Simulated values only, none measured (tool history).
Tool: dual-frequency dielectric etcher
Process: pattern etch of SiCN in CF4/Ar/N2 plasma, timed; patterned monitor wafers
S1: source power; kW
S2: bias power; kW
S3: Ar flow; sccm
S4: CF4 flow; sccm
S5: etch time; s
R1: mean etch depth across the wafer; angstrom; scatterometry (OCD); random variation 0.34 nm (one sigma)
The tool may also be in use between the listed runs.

run 1 hour=0 | S1=0.56 S2=0.051 S3=117 S4=58 S5=74.5 | R1=669.62
run 2 hour=7.8 | S1=0.52 S2=0.051 S3=117 S4=58 S5=74.5 | R1=622.27
run 3 hour=11.5 | S1=0.52 S2=0.051 S3=117 S4=54 S5=74.5 | R1=612
run 4 hour=20.2 | S1=0.52 S2=0.051 S3=131 S4=54 S5=74.5 | R1=596.45
run 5 hour=28 | S1=0.52 S2=0.051 S3=131 S4=54 S5=74.5 | R1=592.49
run 6 hour=30.1 | S1=0.57 S2=0.051 S3=131 S4=54 S5=74.5 | R1=640.39

Forecast run 7:
run 7 hour=38.9 | S1=0.54 S2=0.051 S3=131 S4=54 S5=74.5 | R1=?

Run 7 gave R1 614.46 angstrom.
